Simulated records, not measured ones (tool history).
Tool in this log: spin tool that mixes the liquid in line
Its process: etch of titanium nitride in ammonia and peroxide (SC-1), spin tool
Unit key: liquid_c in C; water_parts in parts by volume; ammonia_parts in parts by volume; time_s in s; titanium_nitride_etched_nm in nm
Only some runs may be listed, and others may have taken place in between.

run    day  liquid_c  water_parts  ammonia_parts  time_s  titanium_nitride_etched_nm
  1  0.000      48.0         17.0            0.9      90                      7.5290
  2  0.317      46.5         17.0            0.9      90                      6.7282
  3  0.488      45.5         17.0            0.9      90                      6.1424
  4  0.658      45.5         17.0            0.9      70                      4.8861
  5  0.850      45.0         17.0            0.9      70                      4.7148
  6  1.158      45.0         17.0            1.2      70                      4.9116
  7  1.317      44.5         17.0            1.2      70                      4.7282

Forecast run 8:
  8  1.654      44.0         17.0            1.2      70                           ?

Logged for run 8: titanium_nitride_etched_nm 4.5504 nm.
